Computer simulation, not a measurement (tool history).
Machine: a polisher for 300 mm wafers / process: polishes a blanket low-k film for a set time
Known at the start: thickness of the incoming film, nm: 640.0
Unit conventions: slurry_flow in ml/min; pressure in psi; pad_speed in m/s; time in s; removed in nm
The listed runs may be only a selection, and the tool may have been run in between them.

{"run": 1, "hour": 0.0, "slurry_flow": 300, "pressure": 1.2, "pad_speed": 1.16, "slurry_solids": 1, "time": 103, "removed": 31.581}
{"run": 2, "hour": 1.4, "slurry_flow": 300, "pressure": 1.1, "pad_speed": 1.16, "slurry_solids": 1, "time": 103, "removed": 29.368}
{"run": 3, "hour": 5.8, "slurry_flow": 300, "pressure": 1.1, "pad_speed": 1.16, "slurry_solids": 1, "time": 108, "removed": 30.715}
{"run": 4, "hour": 12.9, "slurry_flow": 300, "pressure": 1.1, "pad_speed": 1.04, "slurry_solids": 1, "time": 108, "removed": 29.211}
{"run": 5, "hour": 20.4, "slurry_flow": 300, "pressure": 0.9, "pad_speed": 1.04, "slurry_solids": 1, "time": 108, "removed": 25.171}
{"run": 6, "hour": 28.2, "slurry_flow": 300, "pressure": 0.9, "pad_speed": 1.04, "slurry_solids": 0.9, "time": 108, "removed": 23.885}
{"run": 7, "hour": 30.0, "slurry_flow": 300, "pressure": 0.8, "pad_speed": 1.04, "slurry_solids": 0.9, "time": 108, "removed": 21.859}

Run 8 is up next; what results do you expect?
{"hour": 38.7, "done": "worn pad replaced by a new one"}
{"run": 8, "hour": 38.7, "slurry_flow": 295, "pressure": 0.8, "pad_speed": 1.04, "slurry_solids": 0.9, "time": 108, "removed": "?"}

removed: 24.195 nm
